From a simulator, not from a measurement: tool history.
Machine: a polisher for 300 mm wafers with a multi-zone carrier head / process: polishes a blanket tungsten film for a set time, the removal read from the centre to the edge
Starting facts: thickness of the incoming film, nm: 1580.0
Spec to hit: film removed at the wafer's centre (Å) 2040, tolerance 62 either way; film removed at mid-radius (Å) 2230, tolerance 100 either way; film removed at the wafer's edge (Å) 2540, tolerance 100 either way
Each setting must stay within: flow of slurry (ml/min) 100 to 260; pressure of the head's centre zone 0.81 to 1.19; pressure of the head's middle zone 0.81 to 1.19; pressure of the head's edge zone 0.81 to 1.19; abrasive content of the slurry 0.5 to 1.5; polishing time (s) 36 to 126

run,hour,flow of slurry (ml/min),pressure of the head's centre zone,pressure of the head's middle zone,pressure of the head's edge zone,abrasive content of the slurry,polishing time (s),film removed at the wafer's centre (Å),film removed at mid-radius (Å),film removed at the wafer's edge (Å)
1,0,165,1,1,1,1,81,4122.4,4165.6,4121.6
2,5.6,165,1,1,1,0.85,81,4004,4094.2,4175.5
3,14,165,1,1.06,1,0.85,81,3986.1,4198.3,4036.4
4,19.5,155,0.98,1.02,0.99,0.75,72,3298.9,3462.2,3497.9
5,23.8,145,0.95,0.99,0.97,0.7,68,3008.7,3097.3,3189.3
6,29.1,145,0.95,0.92,0.97,0.7,68,3003.6,3003,3198.2
7,35.1,135,0.92,0.91,0.98,0.65,65,2643.3,2719.9,3081.7
8,38.6,130,0.89,0.9,0.96,0.6,63,2422.9,2611.1,2844.1
9,42.1,125,0.88,0.88,0.95,0.55,62,2330.6,2441.1,2738.2
10,46.6,105,0.81,0.87,0.92,0.5,59,1885.4,2166.8,2456.5
11,53.4,115,0.81,0.86,0.92,0.5,59,1927.1,2198.7,2493.4

Below are 5 possible settings for the next run. Only one of them brings all results inside the allowed miss of their targets. Which is it?
A,60.2,100,0.85,0.81,1.02,0.5,59,?,?,?
B,60.2,125,0.82,1.02,0.81,0.65,54,?,?,?
C,60.2,100,0.83,0.85,0.86,0.8,59,?,?,?
D,60.2,125,0.81,0.96,0.84,0.6,59,?,?,?
E,60.2,115,0.81,0.89,0.97,0.7,55,?,?,?

move,film removed at the wafer's centre (Å),film removed at mid-radius (Å),film removed at the wafer's edge (Å)
A,1910.2,2009.4,2569.7
B,1907,2490.7,2364.6
C,2022.2,2266.6,2618.4
D,2029.1,2550.7,2581.6
E,1890.8,2239.9,2561.2
A: misses by more than the last run did
B: misses by more than the last run did
C: meets every target
D: corrects the largest miss of the last run, while another result sits out of spec
E: misses by more than the last run did
So the answer is move C, the one that meets all the targets.
